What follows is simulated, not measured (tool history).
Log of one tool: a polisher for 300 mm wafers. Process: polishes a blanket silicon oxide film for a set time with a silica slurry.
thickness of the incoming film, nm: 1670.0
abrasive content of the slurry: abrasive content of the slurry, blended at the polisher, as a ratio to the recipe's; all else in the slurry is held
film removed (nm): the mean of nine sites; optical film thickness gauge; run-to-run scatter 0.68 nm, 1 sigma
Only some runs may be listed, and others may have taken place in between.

run  hour  flow of slurry (ml/min)  pressure of the wafer on the pad (psi)  speed of the pad under the wafer (cm/s)  abrasive content of the slurry  polishing time (s)  film removed (nm)
  1     0                      205                                     2.7                                      100                               1                  47             87.673
  2   6.1                      210                                     2.8                                      100                               1                  47             90.883
  3   8.3                      210                                     2.6                                      100                               1                  47             85.274
  4    10                      215                                     2.7                                      100                               1                  47             87.634
  5  17.6                      215                                     2.8                                      100                               1                  47             91.393
  6  25.2                      215                                     2.9                                      100                               1                  47             93.946
  7  30.9                      215                                       3                                      100                               1                  47             95.643

Run 8, settings as shown, results not yet in. Your forecast:
  8  32.3                      215                                     3.1                                      100                               1                  47                  ?

film removed (nm): 96.75
